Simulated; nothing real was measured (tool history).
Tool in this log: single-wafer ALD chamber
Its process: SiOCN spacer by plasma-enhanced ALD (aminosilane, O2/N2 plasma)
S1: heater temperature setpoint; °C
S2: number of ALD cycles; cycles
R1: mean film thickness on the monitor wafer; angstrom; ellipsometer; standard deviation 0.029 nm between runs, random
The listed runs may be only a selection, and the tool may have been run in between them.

run 1 hour=0.0 | S1=395 S2=107 | R1=61.669
run 2 hour=8.0 | S1=395 S2=122 | R1=70.683
run 3 hour=17.1 | S1=395 S2=133 | R1=77.370
run 4 hour=23.9 | S1=395 S2=140 | R1=81.512
run 5 hour=27.1 | S1=395 S2=137 | R1=79.972
run 6 hour=29.7 | S1=395 S2=135 | R1=78.631
run 7 hour=31.3 | S1=395 S2=134 | R1=77.572

For run 8, what comes out?
run 8 hour=38.3 | S1=395 S2=133 | R1=?

Run 8 gave R1 77.283 angstrom.

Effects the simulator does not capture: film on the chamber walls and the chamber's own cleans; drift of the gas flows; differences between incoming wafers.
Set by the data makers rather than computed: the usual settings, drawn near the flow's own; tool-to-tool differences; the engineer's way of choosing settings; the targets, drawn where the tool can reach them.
